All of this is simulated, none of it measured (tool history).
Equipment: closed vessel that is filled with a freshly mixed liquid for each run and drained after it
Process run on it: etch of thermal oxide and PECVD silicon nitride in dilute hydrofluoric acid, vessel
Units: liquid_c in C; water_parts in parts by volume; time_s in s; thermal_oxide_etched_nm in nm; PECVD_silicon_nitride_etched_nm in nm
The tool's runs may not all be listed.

run	day	liquid_c	water_parts	time_s	thermal_oxide_etched_nm	PECVD_silicon_nitride_etched_nm
1	0.000	21.0	180	905	20.081	14.358
2	0.358	20.5	185	915	19.142	13.589
3	0.558	19.0	185	915	18.256	12.379
4	0.796	19.0	190	925	17.748	12.190
5	0.900	19.0	165	925	20.799	13.896
6	1.112	19.0	175	935	19.620	13.376
7	1.229	18.5	185	940	18.419	12.319

Run 8, settings as shown, results not yet in. Your forecast:
8	1.579	18.5	195	945	?	?

Run 8 produced thermal_oxide_etched_nm 17.219 nm, PECVD_silicon_nitride_etched_nm 11.672 nm.
